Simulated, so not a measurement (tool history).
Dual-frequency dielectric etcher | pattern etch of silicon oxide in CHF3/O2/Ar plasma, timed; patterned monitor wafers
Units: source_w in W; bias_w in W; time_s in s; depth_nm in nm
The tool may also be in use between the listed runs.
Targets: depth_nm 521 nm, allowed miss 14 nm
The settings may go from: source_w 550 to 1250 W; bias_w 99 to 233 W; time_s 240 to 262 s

run 1 hour=0 | source_w=900 bias_w=166 time_s=262 | depth_nm=653.42
run 2 hour=4.5 | source_w=900 bias_w=182 time_s=262 | depth_nm=675.32
run 3 hour=10.5 | source_w=780 bias_w=182 time_s=262 | depth_nm=633.5
run 4 hour=11.6 | source_w=780 bias_w=210 time_s=262 | depth_nm=668.47
run 5 hour=14.9 | source_w=780 bias_w=210 time_s=240 | depth_nm=616.84
run 6 hour=17 | source_w=930 bias_w=210 time_s=240 | depth_nm=661.84
run 7 hour=25.4 | source_w=810 bias_w=193 time_s=240 | depth_nm=604.61
run 8 hour=34.3 | source_w=740 bias_w=187 time_s=240 | depth_nm=573.92
run 9 hour=35.5 | source_w=700 bias_w=185 time_s=240 | depth_nm=556.78
run 10 hour=40.4 | source_w=670 bias_w=184 time_s=240 | depth_nm=548.2
run 11 hour=48.5 | source_w=650 bias_w=183 time_s=240 | depth_nm=538.39

4 next moves are on the table. One of them brings every result within its allowed miss. Which?
run A hour=56.6 | source_w=550 bias_w=183 time_s=250.5 | depth_nm=?
run B hour=56.6 | source_w=650 bias_w=195 time_s=247 | depth_nm=?
run C hour=56.6 | source_w=690 bias_w=201 time_s=240 | depth_nm=?
run D hour=56.6 | source_w=670 bias_w=185 time_s=240 | depth_nm=?

move=A depth_nm=522.6
move=B depth_nm=569.64
move=C depth_nm=575.04
move=D depth_nm=549.66
A: meets every target
B: further off than the last run
C: further off than the last run
D: further off than the last run
Answer: A

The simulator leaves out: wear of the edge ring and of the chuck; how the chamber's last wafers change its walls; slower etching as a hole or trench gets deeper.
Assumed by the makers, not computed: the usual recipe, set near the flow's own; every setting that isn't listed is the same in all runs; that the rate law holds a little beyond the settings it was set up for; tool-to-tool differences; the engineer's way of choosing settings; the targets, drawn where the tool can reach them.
